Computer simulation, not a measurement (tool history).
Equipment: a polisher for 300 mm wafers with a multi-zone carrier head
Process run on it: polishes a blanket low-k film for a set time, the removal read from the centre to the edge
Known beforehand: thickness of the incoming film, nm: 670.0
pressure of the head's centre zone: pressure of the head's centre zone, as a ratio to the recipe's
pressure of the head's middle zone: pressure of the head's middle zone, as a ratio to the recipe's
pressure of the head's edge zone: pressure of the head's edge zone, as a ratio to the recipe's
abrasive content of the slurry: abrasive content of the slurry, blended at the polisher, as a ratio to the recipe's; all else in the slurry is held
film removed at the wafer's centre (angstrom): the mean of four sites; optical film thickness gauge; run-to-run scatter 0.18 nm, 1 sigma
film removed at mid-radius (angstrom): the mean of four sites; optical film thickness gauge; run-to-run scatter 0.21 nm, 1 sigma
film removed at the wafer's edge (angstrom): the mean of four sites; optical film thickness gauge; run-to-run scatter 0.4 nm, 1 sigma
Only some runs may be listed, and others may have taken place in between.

run	hour	flow of slurry (ml/min)	pressure of the head's centre zone	pressure of the head's middle zone	pressure of the head's edge zone	abrasive content of the slurry	polishing time (s)	film removed at the wafer's centre (angstrom)	film removed at mid-radius (angstrom)	film removed at the wafer's edge (angstrom)
1	0.0	135	1.00	1.00	1.00	1.00	68	234.57	229.74	225.53
2	8.3	135	0.94	1.00	1.00	1.00	68	226.02	229.01	230.35
3	10.2	135	0.94	1.00	1.00	0.80	68	203.59	212.26	209.65
4	14.0	135	0.94	0.93	1.00	0.80	68	205.17	198.47	207.46
5	17.0	135	1.02	0.93	1.00	0.80	68	217.55	195.31	209.41
6	22.4	140	0.96	0.96	1.07	0.95	69	227.13	221.40	239.04

What does the tool deliver on the next run?
7	30.3	155	0.94	0.99	1.11	1.00	69	?	?	?

Run 7 came out at film removed at the wafer's centre (angstrom) 235.13, film removed at mid-radius (angstrom) 235.39, film removed at the wafer's edge (angstrom) 248.77.
